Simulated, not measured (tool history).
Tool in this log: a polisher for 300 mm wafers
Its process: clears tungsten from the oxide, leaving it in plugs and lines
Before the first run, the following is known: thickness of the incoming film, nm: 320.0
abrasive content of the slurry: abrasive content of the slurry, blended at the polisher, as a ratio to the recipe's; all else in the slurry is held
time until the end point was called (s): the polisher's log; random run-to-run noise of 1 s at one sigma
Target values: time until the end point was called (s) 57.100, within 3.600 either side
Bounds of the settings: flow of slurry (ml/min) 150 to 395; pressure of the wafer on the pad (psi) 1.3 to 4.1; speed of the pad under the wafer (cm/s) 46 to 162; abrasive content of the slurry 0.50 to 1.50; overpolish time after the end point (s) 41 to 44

run,day,flow of slurry (ml/min),pressure of the wafer on the pad (psi),speed of the pad under the wafer (cm/s),abrasive content of the slurry,overpolish time after the end point (s),time until the end point was called (s)
1,0.000,250,2.7,104,1.00,41,107.080
2,0.183,250,3.0,108,1.00,41,98.686
3,0.454,250,3.0,108,1.00,41,95.630
4,0.608,250,3.3,114,1.00,41,83.312
5,0.654,250,3.3,114,1.10,41,79.903
6,0.738,250,3.3,114,1.00,41,85.197
7,1.104,250,3.3,114,1.00,41,83.914
8,1.246,250,3.5,118,1.00,41,77.391
9,1.350,250,3.6,122,1.00,41,71.531
10,1.471,250,3.7,124,1.00,41,69.015
11,1.650,250,3.8,126,1.00,41,67.053
12,1.958,250,3.9,128,1.00,41,64.905
13,2.158,250,3.9,130,1.00,41,66.282
14,2.388,250,4.0,134,1.00,41,59.547

Exercise: of the 5 proposed moves below, exactly one satisfies all targets within the stated allowed misses. Which move is it?
A,2.617,235,3.8,140,0.95,44,?
B,2.617,270,3.9,122,1.10,44,?
C,2.617,245,4.1,148,0.85,44,?
D,2.617,300,3.9,138,0.85,41,?
E,2.617,255,3.6,136,1.15,41,?

move,time until the end point was called (s)
A,63.824
B,65.392
C,58.534
D,63.902
E,63.897
A: misses by more than the last run did
B: misses by more than the last run did
C: every result within its allowed miss
D: misses by more than the last run did
E: misses by more than the last run did
So the answer is move C, the one that meets all the targets.
